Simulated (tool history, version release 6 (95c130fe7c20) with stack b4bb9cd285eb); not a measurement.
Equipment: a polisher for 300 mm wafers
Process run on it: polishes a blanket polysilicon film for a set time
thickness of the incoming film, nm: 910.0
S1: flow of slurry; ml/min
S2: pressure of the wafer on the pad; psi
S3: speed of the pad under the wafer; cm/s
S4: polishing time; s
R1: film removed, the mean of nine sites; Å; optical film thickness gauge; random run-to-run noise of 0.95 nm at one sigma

run,hour,S1,S2,S3,S4,R1
1,0,285,3.2,102,25,2394.9
2,5.1,285,3.2,80,25,1912.4
3,6.2,285,3.2,62,25,1475.6
4,14.8,310,3.2,62,25,1511.7
5,23.5,310,2.9,62,25,1365.7
6,25,310,2.6,62,25,1232.3
7,27.4,310,2.6,62,25,1243.4
8,32.3,310,2.5,62,25,1190.9

Run 9 comes next. What will it give?
9,40.4,310,2.4,62,25,?

Run 9 produced R1 1125.6 Å.

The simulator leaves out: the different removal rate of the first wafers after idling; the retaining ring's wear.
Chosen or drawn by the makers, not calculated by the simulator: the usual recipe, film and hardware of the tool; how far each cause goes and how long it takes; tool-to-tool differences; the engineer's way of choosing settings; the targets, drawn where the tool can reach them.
